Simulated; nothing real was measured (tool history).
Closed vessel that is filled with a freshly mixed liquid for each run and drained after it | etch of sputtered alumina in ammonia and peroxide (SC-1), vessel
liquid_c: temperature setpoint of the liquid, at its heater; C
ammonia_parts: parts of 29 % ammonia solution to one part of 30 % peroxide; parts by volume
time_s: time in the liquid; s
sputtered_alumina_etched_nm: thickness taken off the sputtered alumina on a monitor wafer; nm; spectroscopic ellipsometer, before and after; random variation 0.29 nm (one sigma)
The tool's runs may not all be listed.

{"run": 1, "hour": 0.0, "liquid_c": 58, "ammonia_parts": 1, "time_s": 280, "sputtered_alumina_etched_nm": 19.877}
{"run": 2, "hour": 2.6, "liquid_c": 58, "ammonia_parts": 1, "time_s": 280, "sputtered_alumina_etched_nm": 20.039}
{"run": 3, "hour": 7.8, "liquid_c": 58, "ammonia_parts": 0.65, "time_s": 280, "sputtered_alumina_etched_nm": 19.32}
{"run": 4, "hour": 12.6, "liquid_c": 53, "ammonia_parts": 0.65, "time_s": 280, "sputtered_alumina_etched_nm": 14.7}
{"run": 5, "hour": 16.7, "liquid_c": 49.5, "ammonia_parts": 0.65, "time_s": 280, "sputtered_alumina_etched_nm": 12.08}
{"run": 6, "hour": 25.2, "liquid_c": 52.5, "ammonia_parts": 0.65, "time_s": 280, "sputtered_alumina_etched_nm": 14.303}
{"run": 7, "hour": 31.1, "liquid_c": 54.5, "ammonia_parts": 0.65, "time_s": 280, "sputtered_alumina_etched_nm": 16.047}

The next listed run, before its measurement:
{"run": 8, "hour": 39.1, "liquid_c": 56, "ammonia_parts": 0.65, "time_s": 280, "sputtered_alumina_etched_nm": "?"}

{"run 8": {"sputtered_alumina_etched_nm": 17.212}}

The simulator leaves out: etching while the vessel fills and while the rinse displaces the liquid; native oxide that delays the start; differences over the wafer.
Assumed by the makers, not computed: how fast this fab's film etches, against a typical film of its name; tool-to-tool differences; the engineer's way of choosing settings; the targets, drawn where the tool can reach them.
